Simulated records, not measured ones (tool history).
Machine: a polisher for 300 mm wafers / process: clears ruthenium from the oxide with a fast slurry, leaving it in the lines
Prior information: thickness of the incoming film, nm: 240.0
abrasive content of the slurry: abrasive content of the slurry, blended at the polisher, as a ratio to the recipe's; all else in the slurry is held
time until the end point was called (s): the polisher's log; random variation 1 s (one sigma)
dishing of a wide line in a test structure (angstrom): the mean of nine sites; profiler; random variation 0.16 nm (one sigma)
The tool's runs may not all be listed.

run	day	flow of slurry (ml/min)	pressure of the wafer on the pad (kPa)	speed of the pad under the wafer (m/s)	abrasive content of the slurry	overpolish time after the end point (s)	time until the end point was called (s)	dishing of a wide line in a test structure (angstrom)
1	0.000	305	15.2	0.86	1.00	13	67.676	384.350
2	0.133	305	15.2	0.86	0.90	13	70.811	371.820
3	0.183	270	15.2	0.86	0.90	13	72.677	367.930
4	0.504	270	15.2	0.68	0.90	13	88.389	300.640
5	0.875	330	13.1	0.64	1.05	10	99.248	213.130
6	1.167	330	13.1	0.46	1.05	10	129.550	157.520
7	1.296	370	13.1	0.44	1.15	8	126.820	131.650
8	1.654	400	13.1	0.42	1.25	7	126.400	120.160
9	1.888	420	13.1	0.40	1.30	6	128.710	99.609

Expected results for the next run?
10	2.000	450	14.5	0.40	1.40	4	?	?

time until the end point was called (s): 112.160
dishing of a wide line in a test structure (angstrom): 77.008
